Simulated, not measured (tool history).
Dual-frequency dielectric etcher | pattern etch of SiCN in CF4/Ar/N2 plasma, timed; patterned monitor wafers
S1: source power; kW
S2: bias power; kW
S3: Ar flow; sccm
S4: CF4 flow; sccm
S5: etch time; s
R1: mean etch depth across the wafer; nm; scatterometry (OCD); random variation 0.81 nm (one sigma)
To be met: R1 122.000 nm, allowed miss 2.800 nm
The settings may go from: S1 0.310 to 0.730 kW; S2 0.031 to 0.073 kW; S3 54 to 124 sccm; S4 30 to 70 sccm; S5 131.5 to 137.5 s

run,hour,S1,S2,S3,S4,S5,R1
1,0.0,0.520,0.052,89,50,131.5,106.390
2,4.9,0.430,0.052,89,50,131.5,87.708
3,5.6,0.430,0.052,104,50,131.5,86.176
4,13.5,0.460,0.052,104,50,131.5,91.448
5,20.0,0.520,0.052,104,50,131.5,103.340
6,22.7,0.520,0.052,104,59,131.5,106.420
7,26.8,0.530,0.052,104,59,131.5,108.710
8,32.1,0.610,0.053,104,59,131.5,125.970

Which of these 5 next moves meets every target?
A,37.4,0.610,0.055,102,60,131.5,?
B,37.4,0.690,0.044,111,57,131.5,?
C,37.4,0.530,0.063,123,62,137.5,?
D,37.4,0.600,0.055,99,58,135.0,?
E,37.4,0.590,0.056,123,61,137.5,?

move,R1
A,127.990
B,129.170
C,120.260
D,128.990
E,127.000
A: further off than the last run
B: further off than the last run
C: meets every target
D: further off than the last run
E: further off than the last run
The right move is C.
